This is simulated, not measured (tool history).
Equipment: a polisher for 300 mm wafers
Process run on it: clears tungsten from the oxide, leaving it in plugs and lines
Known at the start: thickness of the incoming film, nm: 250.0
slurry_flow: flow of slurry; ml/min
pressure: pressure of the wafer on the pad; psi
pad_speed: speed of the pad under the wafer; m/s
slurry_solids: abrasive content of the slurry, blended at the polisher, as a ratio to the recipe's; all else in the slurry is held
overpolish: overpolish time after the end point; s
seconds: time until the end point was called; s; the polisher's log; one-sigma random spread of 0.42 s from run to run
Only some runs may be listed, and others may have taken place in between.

run 1 hour=0 | slurry_flow=120 pressure=2.6 pad_speed=0.96 slurry_solids=1 overpolish=9 | seconds=70.463
run 2 hour=2.7 | slurry_flow=125 pressure=2.7 pad_speed=0.96 slurry_solids=1 overpolish=9 | seconds=66.021
run 3 hour=4.4 | slurry_flow=125 pressure=2.7 pad_speed=1.16 slurry_solids=1 overpolish=9 | seconds=55.671
run 4 hour=6.6 | slurry_flow=130 pressure=2.7 pad_speed=1.16 slurry_solids=1 overpolish=9 | seconds=55.158
run 5 hour=11.2 | slurry_flow=135 pressure=2.7 pad_speed=1.16 slurry_solids=1 overpolish=9 | seconds=53.965
-- hour=15.4 slurry nozzle cleaned
run 6 hour=15.4 | slurry_flow=140 pressure=2.7 pad_speed=1.16 slurry_solids=1 overpolish=9 | seconds=51.804
run 7 hour=24.4 | slurry_flow=145 pressure=2.7 pad_speed=1.16 slurry_solids=1 overpolish=9 | seconds=51.36

Run 8 is up next; what results do you expect?
run 8 hour=28.3 | slurry_flow=150 pressure=2.7 pad_speed=1.16 slurry_solids=1 overpolish=9 | seconds=?

Run 8 came out at seconds 50.344 s.

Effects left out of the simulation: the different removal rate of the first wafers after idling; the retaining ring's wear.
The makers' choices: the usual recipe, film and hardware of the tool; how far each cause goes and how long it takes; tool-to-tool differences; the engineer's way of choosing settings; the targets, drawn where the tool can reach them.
